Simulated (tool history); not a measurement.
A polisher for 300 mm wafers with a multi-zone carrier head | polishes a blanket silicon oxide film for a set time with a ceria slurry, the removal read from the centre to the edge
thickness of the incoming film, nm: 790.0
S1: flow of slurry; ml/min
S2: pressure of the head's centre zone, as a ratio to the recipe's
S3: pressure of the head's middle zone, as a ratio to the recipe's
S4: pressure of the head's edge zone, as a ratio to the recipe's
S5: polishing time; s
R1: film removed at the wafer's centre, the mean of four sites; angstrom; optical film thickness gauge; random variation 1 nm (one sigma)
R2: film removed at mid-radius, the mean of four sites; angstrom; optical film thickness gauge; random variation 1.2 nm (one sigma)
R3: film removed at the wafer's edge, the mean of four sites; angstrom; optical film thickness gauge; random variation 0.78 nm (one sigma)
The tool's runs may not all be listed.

run	hour	S1	S2	S3	S4	S5	R1	R2	R3
1	0	260	1	1	1	35	1525.9	1583	1524.9
2	6.1	255	0.96	1.01	0.96	32	1326.9	1475.3	1360.4
3	14.7	315	0.96	1.01	0.96	32	1339.8	1483.2	1389.6
4	20.6	315	0.96	1.01	0.96	25	1082.1	1145.2	1085.3
5	26.7	375	0.96	1.01	0.96	25	1085	1191.6	1098.8
6	34.7	375	0.96	1.07	0.96	25	1077.6	1249.3	1098.5

The next listed run, before its measurement:
7	37.3	375	0.93	1.06	0.94	25	?	?	?

Run 7 gave R1 1041.9 angstrom, R2 1232.5 angstrom, R3 1077 angstrom.

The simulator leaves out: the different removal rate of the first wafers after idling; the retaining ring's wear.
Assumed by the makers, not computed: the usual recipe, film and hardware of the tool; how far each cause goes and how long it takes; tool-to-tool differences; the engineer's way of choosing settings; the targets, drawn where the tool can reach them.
